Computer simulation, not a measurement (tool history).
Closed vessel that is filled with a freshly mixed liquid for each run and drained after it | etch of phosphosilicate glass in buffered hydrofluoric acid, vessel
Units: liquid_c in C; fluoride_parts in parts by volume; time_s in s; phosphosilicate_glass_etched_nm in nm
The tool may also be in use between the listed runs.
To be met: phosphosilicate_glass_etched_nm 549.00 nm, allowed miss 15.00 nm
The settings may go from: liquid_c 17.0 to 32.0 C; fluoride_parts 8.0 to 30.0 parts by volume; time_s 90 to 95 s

run  hour  liquid_c  fluoride_parts  time_s  phosphosilicate_glass_etched_nm
  1   0.0      24.0            22.5      90                           396.30
  2   3.9      25.5            22.5      90                           430.28
  3   8.8      25.5            22.5      95                           457.81
  4  12.0      27.0            22.5      95                           492.95
  5  18.0      27.0            28.5      95                           419.71
  6  20.8      27.0            28.5      95                           420.67
  7  22.5      27.0            28.5      95                           418.05
  8  24.6      28.0            28.0      95                           447.70
  9  30.9      29.0            28.0      95                           471.94
 10  31.7      29.5            28.0      95                           484.73
 11  32.4      30.0            28.0      95                           501.99
 12  35.9      30.5            28.0      95                           511.52
 13  39.3      31.0            28.0      95                           525.82

4 next moves are on the table. One of them brings every result within its allowed miss. Which?
  A  42.7      31.0            27.0      90                                ?
  B  42.7      31.5            25.0      90                                ?
  C  42.7      31.5            29.5      95                                ?
  D  42.7      29.5            25.5      90                                ?

move  phosphosilicate_glass_etched_nm
   A                           508.80
   B                           550.46
   C                           519.27
   D                           488.59
A: further off than the last run
B: meets every target
C: further off than the last run
D: further off than the last run
Answer: B

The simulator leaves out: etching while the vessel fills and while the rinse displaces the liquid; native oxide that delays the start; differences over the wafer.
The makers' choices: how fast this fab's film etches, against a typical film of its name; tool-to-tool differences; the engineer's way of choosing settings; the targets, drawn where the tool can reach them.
